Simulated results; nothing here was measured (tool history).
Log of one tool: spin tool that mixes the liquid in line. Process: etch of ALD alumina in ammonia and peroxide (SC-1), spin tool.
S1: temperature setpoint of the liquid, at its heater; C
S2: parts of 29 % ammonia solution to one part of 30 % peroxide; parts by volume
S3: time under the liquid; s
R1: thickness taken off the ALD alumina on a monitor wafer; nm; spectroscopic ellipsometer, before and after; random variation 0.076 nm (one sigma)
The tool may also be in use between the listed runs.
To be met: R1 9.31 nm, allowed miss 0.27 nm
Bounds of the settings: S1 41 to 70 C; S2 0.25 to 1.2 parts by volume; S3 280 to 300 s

{"run": 1, "day": 0.0, "S1": 57, "S2": 0.95, "S3": 280, "R1": 17.054}
{"run": 2, "day": 0.212, "S1": 53.5, "S2": 0.95, "S3": 280, "R1": 14.115}
{"run": 3, "day": 0.346, "S1": 51, "S2": 0.95, "S3": 280, "R1": 12.332}
{"run": 4, "day": 0.562, "S1": 55.5, "S2": 0.95, "S3": 280, "R1": 15.248}
{"run": 5, "day": 0.675, "S1": 52.5, "S2": 0.95, "S3": 280, "R1": 13.265}
{"run": 6, "day": 0.804, "S1": 50.5, "S2": 0.95, "S3": 280, "R1": 11.795}
{"run": 7, "day": 1.104, "S1": 49, "S2": 0.95, "S3": 280, "R1": 10.853}
{"run": 8, "day": 1.371, "S1": 48, "S2": 0.95, "S3": 280, "R1": 10.325}
{"run": 9, "day": 1.483, "S1": 47.5, "S2": 0.95, "S3": 280, "R1": 10.069}
{"run": 10, "day": 1.829, "S1": 47, "S2": 0.95, "S3": 280, "R1": 9.8864}

5 next moves are on the table. One of them brings every result within its allowed miss. Which?
{"run": "A", "day": 2.175, "S1": 44, "S2": 1, "S3": 295, "R1": "?"}
{"run": "B", "day": 2.175, "S1": 48, "S2": 0.95, "S3": 300, "R1": "?"}
{"run": "C", "day": 2.175, "S1": 47.5, "S2": 0.8, "S3": 300, "R1": "?"}
{"run": "D", "day": 2.175, "S1": 47, "S2": 0.95, "S3": 290, "R1": "?"}
{"run": "E", "day": 2.175, "S1": 46, "S2": 0.9, "S3": 280, "R1": "?"}

move=A R1=8.8013
move=B R1=11.166
move=C R1=10.683
move=D R1=10.207
move=E R1=9.2674
A: takes the result that was furthest off past its target
B: further off than the last run
C: further off than the last run
D: further off than the last run
E: meets every target
The right move is E.
